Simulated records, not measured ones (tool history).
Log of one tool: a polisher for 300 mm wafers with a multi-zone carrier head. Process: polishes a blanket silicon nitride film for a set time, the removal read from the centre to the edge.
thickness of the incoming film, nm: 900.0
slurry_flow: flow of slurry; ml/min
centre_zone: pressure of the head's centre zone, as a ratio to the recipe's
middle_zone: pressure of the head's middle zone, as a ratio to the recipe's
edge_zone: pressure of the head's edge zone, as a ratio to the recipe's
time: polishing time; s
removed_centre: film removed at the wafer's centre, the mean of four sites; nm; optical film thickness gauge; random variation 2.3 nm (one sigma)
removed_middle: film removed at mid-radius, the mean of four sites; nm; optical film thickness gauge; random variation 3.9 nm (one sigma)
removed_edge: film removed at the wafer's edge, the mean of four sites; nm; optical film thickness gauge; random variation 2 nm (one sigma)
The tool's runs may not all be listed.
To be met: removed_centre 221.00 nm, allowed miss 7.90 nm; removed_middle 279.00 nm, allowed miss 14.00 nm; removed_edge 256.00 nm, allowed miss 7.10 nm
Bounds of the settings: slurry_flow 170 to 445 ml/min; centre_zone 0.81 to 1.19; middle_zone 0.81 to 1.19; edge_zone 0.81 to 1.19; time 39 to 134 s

run	day	slurry_flow	centre_zone	middle_zone	edge_zone	time	removed_centre	removed_middle	removed_edge
1	0.000	285	1.00	1.00	1.00	86	211.55	226.20	215.07
2	0.158	285	1.00	1.00	1.00	65	161.71	168.57	161.03
3	0.333	285	0.99	1.02	1.03	72	175.53	182.17	181.24
4	0.600	285	0.99	1.02	0.95	72	174.48	181.77	173.85
5	0.800	290	0.97	1.06	0.96	78	184.57	206.50	190.83
6	1.000	290	0.91	1.06	0.96	78	174.83	211.64	192.71
7	1.279	300	0.92	1.08	0.99	82	186.81	225.23	202.03
8	1.608	295	0.91	1.07	1.00	86	192.90	233.69	214.95
9	1.704	295	0.91	1.08	1.02	89	201.47	243.83	225.01

4 next moves are on the table. One of them brings every result within its allowed miss. Which?
A	1.800	435	1.13	1.19	0.89	80	?	?	?
B	1.800	275	0.96	1.00	1.09	77	?	?	?
C	1.800	300	0.86	1.05	0.97	103	?	?	?
D	1.800	275	1.01	0.97	1.12	98	?	?	?

move	removed_centre	removed_middle	removed_edge
A	230.45	247.17	195.92
B	179.95	197.16	202.08
C	217.66	277.55	256.89
D	241.00	244.50	260.86
A: further off than the last run
B: further off than the last run
C: meets every target
D: brings the result that was furthest off to its target, and leaves another outside
Answer: C

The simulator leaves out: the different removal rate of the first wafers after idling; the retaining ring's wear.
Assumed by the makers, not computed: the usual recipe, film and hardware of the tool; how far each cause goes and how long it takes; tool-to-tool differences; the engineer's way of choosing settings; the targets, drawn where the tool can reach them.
